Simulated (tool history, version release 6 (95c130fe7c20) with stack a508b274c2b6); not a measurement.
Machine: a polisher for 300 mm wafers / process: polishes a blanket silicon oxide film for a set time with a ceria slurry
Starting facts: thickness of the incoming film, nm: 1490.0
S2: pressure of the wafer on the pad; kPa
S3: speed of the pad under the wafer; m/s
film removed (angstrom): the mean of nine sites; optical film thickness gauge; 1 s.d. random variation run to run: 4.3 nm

run 1 hour=0.0 | flow_of_slurry_(ml/min)=160 S2=20.7 S3=1.06 polishing_time_(s)=54 | film_removed_(angstrom)=2924.9
run 2 hour=4.7 | flow_of_slurry_(ml/min)=160 S2=21.4 S3=1.06 polishing_time_(s)=54 | film_removed_(angstrom)=3012.5
run 3 hour=9.2 | flow_of_slurry_(ml/min)=160 S2=21.4 S3=1.06 polishing_time_(s)=48 | film_removed_(angstrom)=2689.8
run 4 hour=13.4 | flow_of_slurry_(ml/min)=195 S2=21.4 S3=1.06 polishing_time_(s)=48 | film_removed_(angstrom)=2714.5
run 5 hour=14.5 | flow_of_slurry_(ml/min)=195 S2=21.4 S3=0.90 polishing_time_(s)=48 | film_removed_(angstrom)=2363.3
run 6 hour=20.1 | flow_of_slurry_(ml/min)=195 S2=23.4 S3=0.90 polishing_time_(s)=48 | film_removed_(angstrom)=2523.7
run 7 hour=25.6 | flow_of_slurry_(ml/min)=195 S2=25.5 S3=0.92 polishing_time_(s)=48 | film_removed_(angstrom)=2866.1

Predict the results of run 8:
run 8 hour=28.5 | flow_of_slurry_(ml/min)=195 S2=26.9 S3=0.92 polishing_time_(s)=48 | film_removed_(angstrom)=?

film removed (angstrom): 3029.8
